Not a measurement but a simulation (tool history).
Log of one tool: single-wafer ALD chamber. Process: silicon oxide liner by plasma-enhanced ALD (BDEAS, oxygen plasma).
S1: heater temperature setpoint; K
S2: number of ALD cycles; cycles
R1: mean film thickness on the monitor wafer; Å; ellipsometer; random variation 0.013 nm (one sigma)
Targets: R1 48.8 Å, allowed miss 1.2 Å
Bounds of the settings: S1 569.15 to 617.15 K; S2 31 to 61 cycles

Run 1, hour 0: S1 593.15 K, S2 46 cycles. Result: R1 39.564 Å.
Run 2, hour 4.1: S1 593.15 K, S2 48 cycles. Result: R1 41.264 Å.
Run 3, hour 8.7: S1 593.15 K, S2 54 cycles. Result: R1 46.47 Å.
Run 4, hour 10.6: S1 593.15 K, S2 52 cycles. Result: R1 44.775 Å.
Run 5, hour 19.3: S1 598.15 K, S2 52 cycles. Result: R1 44.482 Å.
Run 6, hour 23.1: S1 598.15 K, S2 53 cycles. Result: R1 45.409 Å.
Run 7, hour 27.3: S1 598.15 K, S2 54 cycles. Result: R1 46.072 Å.
Run 8, hour 29.6: S1 598.15 K, S2 55 cycles. Result: R1 47.06 Å.

4 next moves are on the table. One of them brings every result within its allowed miss. Which?
Run A, hour 31.9: S1 600.15 K, S2 60 cycles. Result: R1 ?.
Run B, hour 31.9: S1 592.15 K, S2 60 cycles. Result: R1 ?.
Run C, hour 31.9: S1 594.15 K, S2 57 cycles. Result: R1 ?.
Run D, hour 31.9: S1 598.15 K, S2 53 cycles. Result: R1 ?.

move      R1
   A   51.31
   B  51.834
   C  49.118
   D   45.44
A: takes the result that was furthest off past its target
B: takes the result that was furthest off past its target
C: meets every target
D: further off than the last run
The right move is C.
